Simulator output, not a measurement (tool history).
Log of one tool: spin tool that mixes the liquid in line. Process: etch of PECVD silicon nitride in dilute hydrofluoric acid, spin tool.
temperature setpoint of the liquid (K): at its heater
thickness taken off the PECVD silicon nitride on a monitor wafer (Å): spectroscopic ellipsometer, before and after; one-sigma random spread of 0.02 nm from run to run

| run | hour | temperature setpoint of the liquid (K) | parts of water to one part of 49 % hydrofluoric acid (parts by volume) | time under the liquid (s) | thickness taken off the PECVD silicon nitride on a monitor wafer (Å) |
|---|---|---|---|---|---|
| 1 | 0.0 | 297.15 | 240 | 75 | 10.9770 |
| 2 | 6.2 | 297.15 | 240 | 55 | 8.3441 |
| 3 | 9.6 | 299.65 | 230 | 55 | 10.0240 |
| 4 | 18.6 | 299.65 | 280 | 55 | 8.0633 |
| 5 | 20.0 | 301.15 | 245 | 55 | 10.1690 |
| 6 | 21.8 | 302.15 | 225 | 55 | 12.0490 |
| 7 | 26.7 | 303.15 | 220 | 55 | 12.7590 |
| 8 | 29.6 | 303.15 | 220 | 55 | 12.7620 |

Run 9, settings as shown, results not yet in. Your forecast:
| 9 | 33.4 | 303.65 | 215 | 55 | ? |

For run 9 the tool returned thickness taken off the PECVD silicon nitride on a monitor wafer (Å) 13.3110.
